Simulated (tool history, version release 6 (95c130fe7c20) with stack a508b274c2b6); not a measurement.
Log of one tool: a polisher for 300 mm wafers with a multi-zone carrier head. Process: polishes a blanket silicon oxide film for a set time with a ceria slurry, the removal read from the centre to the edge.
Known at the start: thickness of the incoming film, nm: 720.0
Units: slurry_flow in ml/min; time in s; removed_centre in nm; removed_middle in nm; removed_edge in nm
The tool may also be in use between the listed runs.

run,hour,slurry_flow,centre_zone,middle_zone,edge_zone,time,removed_centre,removed_middle,removed_edge
1,0,220,1,1,1,48,107.64,105.02,108.4
2,8.5,235,1,1.03,1.05,49,110.6,110.2,112.02
3,16,235,1,1.11,1.05,49,110.95,118.64,111.84
4,21.9,270,1,1.11,1.05,49,111.63,122.71,114.81
5,30.4,285,1,1.1,1.08,50,116.55,123.94,117.13
6,33.9,285,1,1.1,1.01,50,115.72,122.4,115.23

Run 7 comes next. What will it give?
7,41.9,285,0.98,1.08,1.04,51,?,?,?

{"run 7": {"removed_centre": 116.77, "removed_middle": 125.52, "removed_edge": 119.35}}

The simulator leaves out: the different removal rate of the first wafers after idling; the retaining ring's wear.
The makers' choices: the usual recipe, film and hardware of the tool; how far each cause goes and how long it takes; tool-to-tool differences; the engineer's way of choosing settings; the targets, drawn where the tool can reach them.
